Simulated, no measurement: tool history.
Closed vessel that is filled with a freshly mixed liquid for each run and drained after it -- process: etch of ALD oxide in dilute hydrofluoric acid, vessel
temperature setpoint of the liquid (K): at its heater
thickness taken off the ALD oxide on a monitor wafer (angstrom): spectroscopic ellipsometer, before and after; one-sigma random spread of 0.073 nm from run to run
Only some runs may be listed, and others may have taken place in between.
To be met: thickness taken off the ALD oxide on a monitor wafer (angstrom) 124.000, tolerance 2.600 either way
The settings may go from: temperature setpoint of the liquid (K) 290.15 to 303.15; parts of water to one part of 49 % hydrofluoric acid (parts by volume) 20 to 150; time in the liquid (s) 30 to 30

run	hour	temperature setpoint of the liquid (K)	parts of water to one part of 49 % hydrofluoric acid (parts by volume)	time in the liquid (s)	thickness taken off the ALD oxide on a monitor wafer (angstrom)
1	0.0	295.15	85	30	55.632
2	8.0	296.15	80	30	61.233
3	11.3	299.15	80	30	69.083
4	15.3	299.15	80	30	69.305
5	20.7	301.65	80	30	75.552
6	29.7	301.65	80	30	75.437
7	32.9	301.65	75	30	81.069
8	37.8	301.65	70	30	88.777
9	41.8	301.65	65	30	95.727
10	44.1	302.65	55	30	121.080

Consider the 4 candidate settings below. Which is the only one whose results all fall within their allowed miss of target?
A	46.4	302.15	55	30	?
B	46.4	302.15	50	30	?
C	46.4	297.15	45	30	?
D	46.4	301.15	50	30	?

move	thickness taken off the ALD oxide on a monitor wafer (angstrom)
A	117.410
B	130.170
C	119.090
D	125.110
A: lands further from the targets than the last run did
B: carries the result that was furthest off beyond its target, to the other side
C: lands further from the targets than the last run did
D: hits every target within its allowed miss
Answer: D
